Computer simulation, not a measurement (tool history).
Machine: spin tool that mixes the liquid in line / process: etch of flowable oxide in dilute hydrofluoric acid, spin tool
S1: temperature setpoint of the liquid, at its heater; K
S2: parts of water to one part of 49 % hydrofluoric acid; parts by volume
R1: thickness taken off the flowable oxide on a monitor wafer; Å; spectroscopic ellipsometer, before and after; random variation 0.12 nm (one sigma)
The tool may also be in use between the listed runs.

Run 1, day 0: S1 297.15 K, S2 160 parts by volume, time under the liquid (s) 55. Result: R1 69.124 Å.
Run 2, day 0.062: S1 298.65 K, S2 145 parts by volume, time under the liquid (s) 55. Result: R1 83.612 Å.
Run 3, day 0.171: S1 299.65 K, S2 135 parts by volume, time under the liquid (s) 55. Result: R1 93.167 Å.
Run 4, day 0.529: S1 299.65 K, S2 135 parts by volume, time under the liquid (s) 55. Result: R1 93.91 Å.
Run 5, day 0.558: S1 300.65 K, S2 130 parts by volume, time under the liquid (s) 55. Result: R1 101.7 Å.
Run 6, day 0.642: S1 303.15 K, S2 130 parts by volume, time under the liquid (s) 55. Result: R1 112.04 Å.

For run 7, what comes out?
Run 7, day 0.817: S1 303.65 K, S2 125 parts by volume, time under the liquid (s) 55. Result: R1 ?.

Run 7 yielded R1 119.12 Å.
